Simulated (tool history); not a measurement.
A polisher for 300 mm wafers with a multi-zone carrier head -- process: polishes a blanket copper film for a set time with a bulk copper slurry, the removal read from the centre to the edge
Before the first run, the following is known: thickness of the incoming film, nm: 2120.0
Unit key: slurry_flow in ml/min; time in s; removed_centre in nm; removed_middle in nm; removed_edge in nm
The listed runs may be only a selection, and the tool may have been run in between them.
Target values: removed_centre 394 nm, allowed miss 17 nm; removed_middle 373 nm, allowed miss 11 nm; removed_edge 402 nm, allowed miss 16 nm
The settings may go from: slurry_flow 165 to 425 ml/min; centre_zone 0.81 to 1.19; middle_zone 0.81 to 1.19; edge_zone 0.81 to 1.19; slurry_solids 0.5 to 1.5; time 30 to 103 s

run 1 hour=0 | slurry_flow=275 centre_zone=1 middle_zone=1 edge_zone=1 slurry_solids=1 time=66 | removed_centre=709.19 removed_middle=689.77 removed_edge=679.03
run 2 hour=3 | slurry_flow=275 centre_zone=1 middle_zone=1 edge_zone=1 slurry_solids=0.8 time=66 | removed_centre=674.69 removed_middle=667.02 removed_edge=665.56
run 3 hour=8.8 | slurry_flow=270 centre_zone=0.99 middle_zone=0.97 edge_zone=0.97 slurry_solids=0.75 time=60 | removed_centre=613.14 removed_middle=590.64 removed_edge=590.53
run 4 hour=16.3 | slurry_flow=265 centre_zone=0.97 middle_zone=0.94 edge_zone=0.96 slurry_solids=0.7 time=55 | removed_centre=532.3 removed_middle=519.4 removed_edge=544.39
run 5 hour=18.5 | slurry_flow=265 centre_zone=0.97 middle_zone=0.92 edge_zone=0.94 slurry_solids=0.65 time=51 | removed_centre=490.64 removed_middle=471.21 removed_edge=491.06
run 6 hour=25.8 | slurry_flow=265 centre_zone=0.97 middle_zone=0.92 edge_zone=0.94 slurry_solids=0.8 time=51 | removed_centre=510.83 removed_middle=492.23 removed_edge=498.44
run 7 hour=29.9 | slurry_flow=260 centre_zone=0.96 middle_zone=0.9 edge_zone=0.92 slurry_solids=0.75 time=49 | removed_centre=468.08 removed_middle=449.59 removed_edge=469.75
run 8 hour=33.9 | slurry_flow=255 centre_zone=0.95 middle_zone=0.88 edge_zone=0.9 slurry_solids=0.7 time=48 | removed_centre=463.82 removed_middle=433.88 removed_edge=446.8
run 9 hour=39.9 | slurry_flow=250 centre_zone=0.93 middle_zone=0.86 edge_zone=0.89 slurry_solids=0.65 time=48 | removed_centre=446.23 removed_middle=412.59 removed_edge=442.17
run 10 hour=43 | slurry_flow=245 centre_zone=0.91 middle_zone=0.85 edge_zone=0.87 slurry_solids=0.65 time=48 | removed_centre=424.97 removed_middle=415.99 removed_edge=437.38
run 11 hour=50.7 | slurry_flow=240 centre_zone=0.91 middle_zone=0.84 edge_zone=0.86 slurry_solids=0.6 time=48 | removed_centre=423.68 removed_middle=408.38 removed_edge=426.47
run 12 hour=52 | slurry_flow=240 centre_zone=0.91 middle_zone=0.83 edge_zone=0.86 slurry_solids=0.6 time=47 | removed_centre=419.99 removed_middle=390.46 removed_edge=425.92
run 13 hour=57 | slurry_flow=240 centre_zone=0.91 middle_zone=0.83 edge_zone=0.86 slurry_solids=0.6 time=47 | removed_centre=413.9 removed_middle=385.88 removed_edge=422.65
run 14 hour=64.4 | slurry_flow=235 centre_zone=0.91 middle_zone=0.83 edge_zone=0.85 slurry_solids=0.6 time=47 | removed_centre=421.4 removed_middle=392.32 removed_edge=415.96
run 15 hour=72.1 | slurry_flow=230 centre_zone=0.87 middle_zone=0.81 edge_zone=0.85 slurry_solids=0.5 time=46 | removed_centre=381.56 removed_middle=369.74 removed_edge=396.11

Which one of the following 5 next-run settings gets every result inside its allowed miss? There is exactly one.
run A hour=79.8 | slurry_flow=215 centre_zone=0.91 middle_zone=0.83 edge_zone=0.87 slurry_solids=0.55 time=46 | removed_centre=? removed_middle=? removed_edge=?
run B hour=79.8 | slurry_flow=230 centre_zone=1.05 middle_zone=0.81 edge_zone=0.81 slurry_solids=0.55 time=44 | removed_centre=? removed_middle=? removed_edge=?
run C hour=79.8 | slurry_flow=305 centre_zone=0.83 middle_zone=0.83 edge_zone=0.88 slurry_solids=0.55 time=43 | removed_centre=? removed_middle=? removed_edge=?
run D hour=79.8 | slurry_flow=260 centre_zone=0.9 middle_zone=0.81 edge_zone=0.93 slurry_solids=0.7 time=42 | removed_centre=? removed_middle=? removed_edge=?
run E hour=79.8 | slurry_flow=245 centre_zone=0.94 middle_zone=0.81 edge_zone=0.85 slurry_solids=0.5 time=44 | removed_centre=? removed_middle=? removed_edge=?

move=A removed_centre=404.12 removed_middle=373.66 removed_edge=409.43
move=B removed_centre=450.25 removed_middle=354.08 removed_edge=381.67
move=C removed_centre=358.07 removed_middle=362.06 removed_edge=395.18
move=D removed_centre=387.48 removed_middle=355.66 removed_edge=406.47
move=E removed_centre=400.15 removed_middle=351.73 removed_edge=386.42
A: meets every target
B: pushes the last run's worst result past its target
C: misses by more than the last run did
D: gets the furthest-off result to its target, but another result is out of tolerance
E: gets the furthest-off result to its target, but another result is out of tolerance
A meets every target.
